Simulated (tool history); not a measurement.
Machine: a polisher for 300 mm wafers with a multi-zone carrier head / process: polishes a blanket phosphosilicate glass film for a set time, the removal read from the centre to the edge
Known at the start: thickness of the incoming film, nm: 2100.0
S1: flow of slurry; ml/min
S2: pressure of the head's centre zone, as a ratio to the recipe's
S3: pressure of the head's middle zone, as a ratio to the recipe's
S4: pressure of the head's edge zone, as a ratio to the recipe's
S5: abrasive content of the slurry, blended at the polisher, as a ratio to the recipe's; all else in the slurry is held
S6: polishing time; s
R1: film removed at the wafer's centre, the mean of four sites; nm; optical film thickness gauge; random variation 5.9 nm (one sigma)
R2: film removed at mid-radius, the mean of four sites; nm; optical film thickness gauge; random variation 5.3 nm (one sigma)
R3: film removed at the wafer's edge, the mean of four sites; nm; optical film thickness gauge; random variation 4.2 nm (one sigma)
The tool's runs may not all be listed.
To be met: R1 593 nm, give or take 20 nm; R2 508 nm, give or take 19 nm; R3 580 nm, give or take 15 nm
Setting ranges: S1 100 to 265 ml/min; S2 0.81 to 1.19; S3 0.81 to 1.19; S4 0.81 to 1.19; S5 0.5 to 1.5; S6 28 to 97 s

run	hour	S1	S2	S3	S4	S5	S6	R1	R2	R3
1	0	170	1	1	1	1	62	691.5	705.93	720.87
2	3.6	160	1	0.96	0.97	0.95	62	676.35	657.13	697.56
3	9.1	160	1	1.04	0.97	0.95	62	655.12	705.33	686.19
4	11.5	160	1	1.04	0.97	1.05	62	687	721.8	719.28
5	13.5	150	1	0.99	0.95	0.95	62	657.48	655.1	683.64
6	15.7	145	1.01	0.97	0.93	0.9	62	643.26	639.69	651.47
7	19.3	135	1.01	0.94	0.92	0.85	62	601.68	598.93	635.45
8	26.8	130	1.03	0.91	0.9	0.85	62	620.4	579.92	626.5
9	33	110	1.02	0.81	0.84	0.75	62	558.38	499.36	557.82
10	34.3	115	1.03	0.81	0.85	0.75	62	583.87	494.34	556.59
11	42.5	115	1.03	0.81	0.86	0.75	62	569.08	503.45	563.91

Consider the 5 candidate settings below. Which is the only one whose results all fall within their allowed miss of target?
A	50.7	120	1.15	0.81	0.97	0.65	62	?	?	?
B	50.7	110	1.08	0.85	0.92	0.85	59	?	?	?
C	50.7	125	1.09	0.9	0.82	0.7	61	?	?	?
D	50.7	120	1.02	0.86	0.86	0.95	55	?	?	?
E	50.7	115	0.97	0.81	0.92	0.9	58	?	?	?

move	R1	R2	R3
A	605.21	475.39	576.41
B	582.81	505.34	583.27
C	588.67	522.54	544.48
D	551	508.3	559.66
E	533.55	498.87	591.69
A: puts the biggest miss on target and leaves a different result outside tolerance
B: every result within its allowed miss
C: puts the biggest miss on target and leaves a different result outside tolerance
D: its largest miss is bigger than the last run's
E: its largest miss is bigger than the last run's
The right move is B.
